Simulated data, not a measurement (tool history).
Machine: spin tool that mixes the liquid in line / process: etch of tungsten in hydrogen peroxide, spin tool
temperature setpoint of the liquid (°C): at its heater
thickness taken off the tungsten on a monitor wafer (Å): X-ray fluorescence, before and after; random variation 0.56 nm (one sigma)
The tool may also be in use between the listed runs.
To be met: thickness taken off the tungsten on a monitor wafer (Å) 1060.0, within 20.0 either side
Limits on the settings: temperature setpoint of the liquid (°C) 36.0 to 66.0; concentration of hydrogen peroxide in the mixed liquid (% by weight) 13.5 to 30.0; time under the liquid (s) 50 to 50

run	day	temperature setpoint of the liquid (°C)	concentration of hydrogen peroxide in the mixed liquid (% by weight)	time under the liquid (s)	thickness taken off the tungsten on a monitor wafer (Å)
1	0.000	52.0	25.5	50	1532.0
2	0.217	52.0	25.5	50	1533.3
3	0.388	52.0	28.0	50	1599.5
4	0.492	52.0	28.0	50	1621.5
5	0.608	52.0	30.0	50	1617.8
6	0.688	47.0	30.0	50	1192.8
7	0.946	46.5	30.0	50	1164.1
8	1.171	46.0	30.0	50	1121.8
9	1.404	45.5	30.0	50	1092.2

Pick the move, out of 5, that brings all results within their allowed miss; only one does.
A	1.638	45.0	26.0	50	?
B	1.638	46.0	30.0	50	?
C	1.638	46.0	29.5	50	?
D	1.638	45.0	30.0	50	?
E	1.638	44.5	28.5	50	?

move	thickness taken off the tungsten on a monitor wafer (Å)
A	1007.7
B	1125.9
C	1125.9
D	1057.3
E	1022.3
A: pushes the last run's worst result past its target
B: further off than the last run
C: further off than the last run
D: all results in spec
E: pushes the last run's worst result past its target
Correct choice: D, which meets every target

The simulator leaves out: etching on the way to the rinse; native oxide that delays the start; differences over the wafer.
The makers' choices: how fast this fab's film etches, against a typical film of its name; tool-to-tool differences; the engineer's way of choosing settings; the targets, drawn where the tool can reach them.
